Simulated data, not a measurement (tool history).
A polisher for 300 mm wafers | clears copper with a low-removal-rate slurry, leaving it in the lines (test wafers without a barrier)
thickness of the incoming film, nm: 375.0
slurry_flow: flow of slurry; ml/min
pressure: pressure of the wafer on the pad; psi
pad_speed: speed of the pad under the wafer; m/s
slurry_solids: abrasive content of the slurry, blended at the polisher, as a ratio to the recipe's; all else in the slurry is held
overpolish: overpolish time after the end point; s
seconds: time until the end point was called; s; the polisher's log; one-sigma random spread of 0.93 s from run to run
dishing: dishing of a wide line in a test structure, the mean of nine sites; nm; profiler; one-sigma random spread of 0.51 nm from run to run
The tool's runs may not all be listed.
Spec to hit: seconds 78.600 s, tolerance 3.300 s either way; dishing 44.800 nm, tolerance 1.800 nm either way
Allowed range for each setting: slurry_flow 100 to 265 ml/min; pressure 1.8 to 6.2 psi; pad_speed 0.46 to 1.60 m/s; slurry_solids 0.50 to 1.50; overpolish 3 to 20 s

| run | hour | slurry_flow | pressure | pad_speed | slurry_solids | overpolish | seconds | dishing |
|---|---|---|---|---|---|---|---|---|
| 1 | 0.0 | 170 | 4.0 | 1.02 | 1.00 | 10 | 84.597 | 33.554 |
| 2 | 0.8 | 170 | 4.1 | 1.02 | 1.00 | 11 | 83.592 | 36.857 |
| 3 | 6.5 | 170 | 4.1 | 1.02 | 1.05 | 11 | 80.747 | 37.810 |
| 4 | 11.3 | 170 | 3.1 | 1.02 | 1.05 | 11 | 105.110 | 29.575 |
| 5 | 12.6 | 170 | 3.1 | 1.24 | 1.05 | 11 | 89.990 | 33.349 |
| 6 | 17.2 | 170 | 3.2 | 1.24 | 1.05 | 11 | 86.976 | 34.197 |
| 7 | 23.8 | 170 | 3.3 | 1.24 | 1.05 | 11 | 86.503 | 35.117 |
| 8 | 32.4 | 170 | 3.4 | 1.24 | 1.05 | 11 | 83.153 | 37.095 |

Exercise: of the 4 proposed moves below, exactly one satisfies all targets within the stated allowed misses. Which move is it?
| A | 41.0 | 190 | 3.2 | 1.10 | 1.50 | 13 | ? | ? |
| B | 41.0 | 115 | 3.3 | 1.46 | 1.10 | 13 | ? | ? |
| C | 41.0 | 145 | 3.2 | 1.30 | 1.05 | 13 | ? | ? |
| D | 41.0 | 160 | 3.0 | 1.38 | 1.15 | 9 | ? | ? |

| move | seconds | dishing |
|---|---|---|
| A | 90.012 | 40.474 |
| B | 80.405 | 44.491 |
| C | 88.795 | 40.937 |
| D | 86.903 | 30.360 |
A: better than the last run, though not everything is in spec
B: every result lands within tolerance
C: better than the last run, though not everything is in spec
D: misses by more than the last run did
B meets every target.
